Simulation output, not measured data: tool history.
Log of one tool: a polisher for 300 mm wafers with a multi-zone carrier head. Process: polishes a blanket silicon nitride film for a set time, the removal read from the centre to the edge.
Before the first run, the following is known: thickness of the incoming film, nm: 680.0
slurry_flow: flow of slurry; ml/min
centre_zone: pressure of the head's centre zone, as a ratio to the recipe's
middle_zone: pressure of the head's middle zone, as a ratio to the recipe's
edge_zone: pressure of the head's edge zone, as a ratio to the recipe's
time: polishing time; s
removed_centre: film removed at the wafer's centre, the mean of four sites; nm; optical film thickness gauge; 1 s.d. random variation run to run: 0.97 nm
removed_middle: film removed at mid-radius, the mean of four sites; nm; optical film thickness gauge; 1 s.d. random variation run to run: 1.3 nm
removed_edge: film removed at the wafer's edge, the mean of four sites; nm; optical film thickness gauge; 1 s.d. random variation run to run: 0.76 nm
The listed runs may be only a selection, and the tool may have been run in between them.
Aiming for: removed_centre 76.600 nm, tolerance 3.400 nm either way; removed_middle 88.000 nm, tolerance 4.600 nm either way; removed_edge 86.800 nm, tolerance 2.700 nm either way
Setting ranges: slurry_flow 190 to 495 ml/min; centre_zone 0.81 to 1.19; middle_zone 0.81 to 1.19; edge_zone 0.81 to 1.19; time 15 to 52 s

| run | hour | slurry_flow | centre_zone | middle_zone | edge_zone | time | removed_centre | removed_middle | removed_edge |
|---|---|---|---|---|---|---|---|---|---|
| 1 | 0.0 | 320 | 1.00 | 1.00 | 1.00 | 33 | 55.602 | 55.264 | 55.928 |
| 2 | 3.7 | 320 | 0.99 | 1.01 | 1.01 | 34 | 56.767 | 57.550 | 58.735 |
| 3 | 8.9 | 320 | 0.99 | 1.01 | 0.96 | 34 | 56.973 | 56.311 | 56.922 |
| 4 | 17.6 | 320 | 0.99 | 1.09 | 0.96 | 34 | 55.268 | 60.327 | 57.208 |
| 5 | 21.9 | 320 | 0.99 | 1.09 | 0.98 | 35 | 58.779 | 63.768 | 58.185 |
| 6 | 24.2 | 265 | 0.99 | 1.09 | 0.98 | 35 | 57.306 | 61.661 | 58.036 |
| 7 | 30.9 | 265 | 0.98 | 1.08 | 1.00 | 36 | 58.432 | 62.050 | 59.641 |
| 8 | 32.8 | 275 | 0.97 | 1.08 | 1.02 | 37 | 59.064 | 64.543 | 62.296 |
| 9 | 37.5 | 280 | 0.97 | 1.08 | 1.04 | 38 | 61.726 | 67.534 | 64.189 |
| 10 | 42.3 | 285 | 0.96 | 1.07 | 1.05 | 39 | 63.259 | 66.569 | 66.464 |
| 11 | 46.5 | 290 | 0.95 | 1.08 | 1.06 | 40 | 65.239 | 71.911 | 67.891 |
| 12 | 47.7 | 285 | 0.94 | 1.07 | 1.07 | 41 | 65.579 | 72.198 | 70.256 |
| 13 | 56.3 | 285 | 0.93 | 1.07 | 1.08 | 42 | 66.476 | 73.733 | 73.562 |
| 14 | 60.8 | 290 | 0.93 | 1.07 | 1.09 | 43 | 69.317 | 73.469 | 74.690 |
| 15 | 69.2 | 290 | 0.92 | 1.08 | 1.09 | 44 | 67.468 | 76.459 | 77.301 |
| 16 | 70.3 | 305 | 0.99 | 1.16 | 1.17 | 47 | 78.019 | 88.853 | 83.435 |
| 17 | 77.8 | 305 | 0.98 | 1.16 | 1.17 | 47 | 76.327 | 85.303 | 83.513 |

Of the 4 settings listed for the next run, only one would bring every result within its allowed miss of target. Which one?
| A | 85.3 | 230 | 1.03 | 1.19 | 1.07 | 47 | ? | ? | ? |
| B | 85.3 | 240 | 0.93 | 1.13 | 1.18 | 49 | ? | ? | ? |
| C | 85.3 | 305 | 1.18 | 1.05 | 1.19 | 46 | ? | ? | ? |
| D | 85.3 | 255 | 1.01 | 1.15 | 1.18 | 46 | ? | ? | ? |

| move | removed_centre | removed_middle | removed_edge |
|---|---|---|---|
| A | 77.366 | 86.734 | 78.468 |
| B | 75.681 | 87.521 | 85.434 |
| C | 86.716 | 80.048 | 82.369 |
| D | 75.886 | 83.920 | 80.686 |
A: the biggest miss grows against the last run
B: in spec on every target
C: the biggest miss grows against the last run
D: the biggest miss grows against the last run
Go with B: it meets all targets.
